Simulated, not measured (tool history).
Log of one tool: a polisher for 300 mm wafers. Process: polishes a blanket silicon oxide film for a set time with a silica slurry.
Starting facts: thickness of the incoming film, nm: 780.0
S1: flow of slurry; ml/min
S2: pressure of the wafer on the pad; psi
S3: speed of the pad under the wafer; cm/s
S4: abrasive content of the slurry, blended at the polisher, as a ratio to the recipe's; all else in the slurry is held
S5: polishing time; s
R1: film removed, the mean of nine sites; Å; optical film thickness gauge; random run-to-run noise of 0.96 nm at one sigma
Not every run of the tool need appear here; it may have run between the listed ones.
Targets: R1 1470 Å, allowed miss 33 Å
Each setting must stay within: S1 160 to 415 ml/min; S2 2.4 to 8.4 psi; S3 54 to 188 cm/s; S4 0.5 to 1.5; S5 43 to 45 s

{"run": 1, "hour": 0.0, "S1": 265, "S2": 5.4, "S3": 120, "S4": 1, "S5": 43, "R1": 1810.6}
{"run": 2, "hour": 6.8, "S1": 265, "S2": 6.1, "S3": 120, "S4": 1, "S5": 43, "R1": 2040.7}
{"run": 3, "hour": 12.0, "S1": 265, "S2": 6.1, "S3": 146, "S4": 1, "S5": 43, "R1": 2341.8}
{"run": 4, "hour": 15.5, "S1": 265, "S2": 5.8, "S3": 146, "S4": 1, "S5": 43, "R1": 2240.5}
{"run": 5, "hour": 16.5, "S1": 265, "S2": 5.8, "S3": 130, "S4": 1, "S5": 43, "R1": 2030.4}
{"run": 6, "hour": 18.6, "S1": 265, "S2": 5.6, "S3": 130, "S4": 1, "S5": 43, "R1": 2014.4}
{"run": 7, "hour": 19.3, "S1": 265, "S2": 5.4, "S3": 130, "S4": 1, "S5": 43, "R1": 1943.6}
{"run": 8, "hour": 26.7, "S1": 265, "S2": 5.2, "S3": 130, "S4": 1, "S5": 43, "R1": 1879.8}
{"run": 9, "hour": 34.6, "S1": 265, "S2": 5.2, "S3": 130, "S4": 1, "S5": 43, "R1": 1897.1}
{"run": 10, "hour": 36.8, "S1": 265, "S2": 5, "S3": 130, "S4": 1, "S5": 43, "R1": 1829.3}
{"run": 11, "hour": 43.7, "S1": 265, "S2": 4.9, "S3": 130, "S4": 1, "S5": 43, "R1": 1773.5}
{"run": 12, "hour": 51.8, "S1": 265, "S2": 4.8, "S3": 130, "S4": 1, "S5": 43, "R1": 1770.6}
{"run": 13, "hour": 60.6, "S1": 265, "S2": 4.7, "S3": 130, "S4": 1, "S5": 43, "R1": 1722.4}
{"run": 14, "hour": 62.6, "S1": 240, "S2": 3.8, "S3": 130, "S4": 1, "S5": 43, "R1": 1431.9}

Which of these 5 next moves meets every target?
{"run": "A", "hour": 64.6, "S1": 370, "S2": 3.8, "S3": 128, "S4": 0.95, "S5": 45, "R1": "?"}
{"run": "B", "hour": 64.6, "S1": 260, "S2": 3.3, "S3": 142, "S4": 1, "S5": 43, "R1": "?"}
{"run": "C", "hour": 64.6, "S1": 245, "S2": 3.7, "S3": 144, "S4": 0.8, "S5": 45, "R1": "?"}
{"run": "D", "hour": 64.6, "S1": 275, "S2": 3.9, "S3": 116, "S4": 1.2, "S5": 45, "R1": "?"}
{"run": "E", "hour": 64.6, "S1": 220, "S2": 4, "S3": 120, "S4": 1.2, "S5": 45, "R1": "?"}

move=A R1=1511.3
move=B R1=1379.6
move=C R1=1450.9
move=D R1=1523
move=E R1=1550.5
A: carries the result that was furthest off beyond its target, to the other side
B: moves away from the targets compared with the last run
C: every result within its allowed miss
D: carries the result that was furthest off beyond its target, to the other side
E: carries the result that was furthest off beyond its target, to the other side
C is the move that brings every result within its allowed miss.
